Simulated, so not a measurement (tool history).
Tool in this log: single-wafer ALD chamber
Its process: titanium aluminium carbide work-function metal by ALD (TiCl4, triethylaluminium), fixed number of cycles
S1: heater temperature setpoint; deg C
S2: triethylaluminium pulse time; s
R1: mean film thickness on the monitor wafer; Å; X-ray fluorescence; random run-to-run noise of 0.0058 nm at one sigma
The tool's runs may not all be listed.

run,hour,S1,S2,R1
1,0.0,295,9.83,18.279
2,3.9,290,9.15,17.711
3,11.4,286,8.70,17.295
4,17.7,283,8.37,16.929
5,19.2,281,8.23,16.689
6,21.1,279,8.14,16.490

What will run 7 give?
7,29.9,278,8.07,?

R1: 16.500 Å
